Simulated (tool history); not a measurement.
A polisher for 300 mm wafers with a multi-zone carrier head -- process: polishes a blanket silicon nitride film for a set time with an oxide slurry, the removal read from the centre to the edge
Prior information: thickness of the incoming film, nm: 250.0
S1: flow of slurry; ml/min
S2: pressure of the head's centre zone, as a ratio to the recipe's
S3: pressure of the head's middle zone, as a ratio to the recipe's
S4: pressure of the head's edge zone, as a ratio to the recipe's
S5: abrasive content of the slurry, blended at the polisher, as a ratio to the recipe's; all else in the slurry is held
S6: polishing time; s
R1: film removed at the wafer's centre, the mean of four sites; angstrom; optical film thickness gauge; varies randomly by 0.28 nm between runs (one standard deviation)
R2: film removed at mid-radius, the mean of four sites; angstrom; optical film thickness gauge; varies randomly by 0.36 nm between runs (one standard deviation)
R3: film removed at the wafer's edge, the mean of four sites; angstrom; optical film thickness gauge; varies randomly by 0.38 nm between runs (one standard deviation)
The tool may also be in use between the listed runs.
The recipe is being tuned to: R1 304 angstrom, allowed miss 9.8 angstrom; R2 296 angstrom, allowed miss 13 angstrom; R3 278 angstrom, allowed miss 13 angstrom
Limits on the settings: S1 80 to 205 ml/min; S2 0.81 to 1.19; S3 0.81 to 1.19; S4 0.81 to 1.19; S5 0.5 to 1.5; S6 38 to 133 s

{"run": 1, "day": 0.0, "S1": 135, "S2": 1, "S3": 1, "S4": 1, "S5": 1, "S6": 85, "R1": 581.29, "R2": 592.83, "R3": 582.68}
{"run": 2, "day": 0.079, "S1": 155, "S2": 1, "S3": 1, "S4": 1, "S5": 1, "S6": 85, "R1": 602.68, "R2": 610.27, "R3": 589.12}
{"run": 3, "day": 0.283, "S1": 160, "S2": 1, "S3": 0.99, "S4": 0.97, "S5": 0.9, "S6": 76, "R1": 519.1, "R2": 509.5, "R3": 502.15}
{"run": 4, "day": 0.579, "S1": 160, "S2": 1, "S3": 1, "S4": 0.94, "S5": 0.8, "S6": 69, "R1": 454.16, "R2": 444.97, "R3": 428.24}
{"run": 5, "day": 0.95, "S1": 175, "S2": 1, "S3": 1, "S4": 0.94, "S5": 0.8, "S6": 69, "R1": 456.01, "R2": 453.13, "R3": 445.88}
{"run": 6, "day": 1.271, "S1": 160, "S2": 0.99, "S3": 0.99, "S4": 0.91, "S5": 0.75, "S6": 67, "R1": 417.06, "R2": 427.04, "R3": 400.82}
{"run": 7, "day": 1.546, "S1": 160, "S2": 0.99, "S3": 0.99, "S4": 0.91, "S5": 0.75, "S6": 67, "R1": 417.18, "R2": 419.99, "R3": 394.46}
{"run": 8, "day": 1.583, "S1": 150, "S2": 0.98, "S3": 0.95, "S4": 0.89, "S5": 0.7, "S6": 67, "R1": 395.46, "R2": 401.89, "R3": 377.18}
{"run": 9, "day": 1.912, "S1": 145, "S2": 0.98, "S3": 0.93, "S4": 0.88, "S5": 0.65, "S6": 65, "R1": 373.28, "R2": 360.45, "R3": 356.3}
{"run": 10, "day": 2.125, "S1": 135, "S2": 0.98, "S3": 0.93, "S4": 0.86, "S5": 0.6, "S6": 64, "R1": 349.46, "R2": 337.39, "R3": 318.84}
{"run": 11, "day": 2.488, "S1": 100, "S2": 0.94, "S3": 0.89, "S4": 0.85, "S5": 0.6, "S6": 64, "R1": 316.81, "R2": 317.03, "R3": 325.38}
{"run": 12, "day": 2.771, "S1": 100, "S2": 0.95, "S3": 0.9, "S4": 0.84, "S5": 0.6, "S6": 63, "R1": 317.25, "R2": 307.53, "R3": 315.04}

Exercise: of the 5 proposed moves below, exactly one satisfies all targets within the stated allowed misses. Which move is it?
{"run": "A", "day": 3.054, "S1": 160, "S2": 1.04, "S3": 1.09, "S4": 0.81, "S5": 0.5, "S6": 52, "R1": "?", "R2": "?", "R3": "?"}
{"run": "B", "day": 3.054, "S1": 130, "S2": 0.95, "S3": 0.98, "S4": 0.92, "S5": 0.5, "S6": 64, "R1": "?", "R2": "?", "R3": "?"}
{"run": "C", "day": 3.054, "S1": 80, "S2": 0.9, "S3": 0.82, "S4": 0.89, "S5": 0.65, "S6": 66, "R1": "?", "R2": "?", "R3": "?"}
{"run": "D", "day": 3.054, "S1": 165, "S2": 0.97, "S3": 0.93, "S4": 0.81, "S5": 0.65, "S6": 53, "R1": "?", "R2": "?", "R3": "?"}
{"run": "E", "day": 3.054, "S1": 95, "S2": 0.92, "S3": 0.95, "S4": 0.81, "S5": 0.55, "S6": 60, "R1": "?", "R2": "?", "R3": "?"}

move=A R1=283.76 R2=298.01 R3=239.49
move=B R1=308.01 R2=325.38 R3=305.99
move=C R1=309.79 R2=301.84 R3=332.54
move=D R1=304.77 R2=300.54 R3=276.36
move=E R1=276.14 R2=295.69 R3=273.6
A: pushes the last run's worst result past its target
B: nearer than the last run, and not there yet
C: moves away from the targets compared with the last run
D: all results in spec
E: the furthest-off result lands on target, but another misses its tolerance
D meets every target.
